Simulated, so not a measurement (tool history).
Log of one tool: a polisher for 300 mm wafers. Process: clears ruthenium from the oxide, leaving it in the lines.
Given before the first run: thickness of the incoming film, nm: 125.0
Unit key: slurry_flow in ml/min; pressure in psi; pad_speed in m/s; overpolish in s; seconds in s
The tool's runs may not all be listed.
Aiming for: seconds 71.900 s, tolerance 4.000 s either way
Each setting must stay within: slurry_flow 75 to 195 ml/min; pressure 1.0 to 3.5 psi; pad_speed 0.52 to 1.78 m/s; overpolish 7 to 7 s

{"run": 1, "hour": 0.0, "slurry_flow": 125, "pressure": 2.2, "pad_speed": 1.14, "overpolish": 7, "seconds": 93.613}
{"run": 2, "hour": 3.3, "slurry_flow": 125, "pressure": 2.3, "pad_speed": 1.14, "overpolish": 7, "seconds": 90.228}
{"run": 3, "hour": 5.7, "slurry_flow": 125, "pressure": 2.3, "pad_speed": 0.94, "overpolish": 7, "seconds": 102.19}
{"run": 4, "hour": 14.7, "slurry_flow": 145, "pressure": 2.3, "pad_speed": 0.94, "overpolish": 7, "seconds": 100.37}
{"run": 5, "hour": 19.4, "slurry_flow": 145, "pressure": 2.4, "pad_speed": 0.94, "overpolish": 7, "seconds": 99.136}
{"run": 6, "hour": 23.3, "slurry_flow": 170, "pressure": 2.4, "pad_speed": 0.94, "overpolish": 7, "seconds": 97.099}
{"run": 7, "hour": 32.1, "slurry_flow": 170, "pressure": 2.5, "pad_speed": 0.94, "overpolish": 7, "seconds": 90.055}
{"run": 8, "hour": 34.0, "slurry_flow": 170, "pressure": 2.6, "pad_speed": 0.94, "overpolish": 7, "seconds": 88.59}
{"run": 9, "hour": 40.2, "slurry_flow": 170, "pressure": 2.7, "pad_speed": 0.94, "overpolish": 7, "seconds": 86.188}
{"run": 10, "hour": 48.3, "slurry_flow": 170, "pressure": 2.8, "pad_speed": 0.94, "overpolish": 7, "seconds": 83.957}

Next run, 4 choices. One meets every target within its allowed miss, the rest don't. Which?
{"run": "A", "hour": 56.4, "slurry_flow": 180, "pressure": 2.5, "pad_speed": 1.04, "overpolish": 7, "seconds": "?"}
{"run": "B", "hour": 56.4, "slurry_flow": 180, "pressure": 2.3, "pad_speed": 1.14, "overpolish": 7, "seconds": "?"}
{"run": "C", "hour": 56.4, "slurry_flow": 165, "pressure": 3.3, "pad_speed": 0.98, "overpolish": 7, "seconds": "?"}
{"run": "D", "hour": 56.4, "slurry_flow": 160, "pressure": 2.8, "pad_speed": 1.0, "overpolish": 7, "seconds": "?"}

move=A seconds=83.521
move=B seconds=83.323
move=C seconds=69.682
move=D seconds=79.488
A: no better and no worse than the last run
B: nearer the targets than the last run, but a result is still out of spec
C: each result inside its tolerance
D: nearer the targets than the last run, but a result is still out of spec
C meets every target.
